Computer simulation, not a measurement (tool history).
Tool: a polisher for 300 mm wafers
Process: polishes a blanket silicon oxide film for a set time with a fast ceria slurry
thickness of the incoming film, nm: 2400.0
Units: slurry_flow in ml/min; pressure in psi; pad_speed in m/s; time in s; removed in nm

run	day	slurry_flow	pressure	pad_speed	time	removed
1	0.000	180	2.7	1.26	30	594.21
2	0.100	180	2.7	1.56	30	687.22
3	0.350	150	2.7	1.56	30	660.59
4	0.538	150	2.7	1.56	30	661.75
5	0.600	150	3.2	1.56	30	784.43
6	0.821	150	3.2	1.56	30	773.43
7	0.917	140	2.9	1.56	30	703.62
8	1.158	135	2.7	1.56	30	640.95

Forecast run 9:
9	1.271	130	2.6	1.56	30	?

{"run 9": {"removed": 615.85}}
